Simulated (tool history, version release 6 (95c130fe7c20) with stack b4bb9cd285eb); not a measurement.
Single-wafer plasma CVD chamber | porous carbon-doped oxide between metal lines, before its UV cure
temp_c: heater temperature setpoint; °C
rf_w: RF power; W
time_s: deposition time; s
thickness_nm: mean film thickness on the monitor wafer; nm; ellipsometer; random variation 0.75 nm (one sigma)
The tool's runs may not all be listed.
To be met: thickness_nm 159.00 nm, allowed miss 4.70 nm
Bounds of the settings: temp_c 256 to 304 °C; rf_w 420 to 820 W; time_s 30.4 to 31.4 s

{"run": 1, "hour": 0.0, "temp_c": 280, "rf_w": 620, "time_s": 30.4, "thickness_nm": 203.93}
{"run": 2, "hour": 2.1, "temp_c": 282, "rf_w": 605, "time_s": 30.4, "thickness_nm": 198.91}
{"run": 3, "hour": 5.1, "temp_c": 272, "rf_w": 605, "time_s": 30.4, "thickness_nm": 213.41}
{"run": 4, "hour": 8.1, "temp_c": 281, "rf_w": 605, "time_s": 30.4, "thickness_nm": 200.54}
{"run": 5, "hour": 10.9, "temp_c": 281, "rf_w": 605, "time_s": 31.4, "thickness_nm": 208.27}
{"run": 6, "hour": 18.9, "temp_c": 281, "rf_w": 680, "time_s": 31.4, "thickness_nm": 221.72}
{"run": 7, "hour": 22.0, "temp_c": 283, "rf_w": 660, "time_s": 31.3, "thickness_nm": 212.7}
{"run": 8, "hour": 28.6, "temp_c": 285, "rf_w": 640, "time_s": 31.2, "thickness_nm": 206.45}
{"run": 9, "hour": 32.2, "temp_c": 287, "rf_w": 625, "time_s": 31.1, "thickness_nm": 201.19}
{"run": 10, "hour": 34.6, "temp_c": 289, "rf_w": 610, "time_s": 31.0, "thickness_nm": 194.21}

Which of these 5 next moves meets every target?
{"run": "A", "hour": 37.0, "temp_c": 278, "rf_w": 630, "time_s": 31.4, "thickness_nm": "?"}
{"run": "B", "hour": 37.0, "temp_c": 289, "rf_w": 420, "time_s": 30.4, "thickness_nm": "?"}
{"run": "C", "hour": 37.0, "temp_c": 295, "rf_w": 500, "time_s": 30.4, "thickness_nm": "?"}
{"run": "D", "hour": 37.0, "temp_c": 294, "rf_w": 575, "time_s": 30.4, "thickness_nm": "?"}
{"run": "E", "hour": 37.0, "temp_c": 303, "rf_w": 470, "time_s": 30.4, "thickness_nm": "?"}

move=A thickness_nm=218.09
move=B thickness_nm=149.89
move=C thickness_nm=162.16
move=D thickness_nm=178.41
move=E thickness_nm=147.99
A: further off than the last run
B: takes the result that was furthest off past its target
C: meets every target
D: nearer than the last run, and not there yet
E: takes the result that was furthest off past its target
Answer: C

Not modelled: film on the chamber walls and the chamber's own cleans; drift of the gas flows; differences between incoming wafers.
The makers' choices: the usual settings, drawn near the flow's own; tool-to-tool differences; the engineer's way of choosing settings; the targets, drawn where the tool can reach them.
